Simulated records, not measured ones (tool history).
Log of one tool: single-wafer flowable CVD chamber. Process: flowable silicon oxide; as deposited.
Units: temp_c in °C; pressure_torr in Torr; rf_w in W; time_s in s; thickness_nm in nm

run  hour  temp_c  pressure_torr  rf_w  time_s  thickness_nm
  1   0.0     105          0.682  1635     762        308.37
  2   3.0     107          0.682  1635     762        288.26
  3   8.7     109          0.682  1635     762        267.64
  4  15.2     110          0.682  1635     762        259.22
  5  21.5     111          0.682  1635     762        250.74
  6  29.5     112          0.682  1635     762        243.45

The next listed run, before its measurement:
     30.8  -- RF generator calibrated
  7  30.8     113          0.682  1635     762             ?

thickness_nm: 238.06 nm
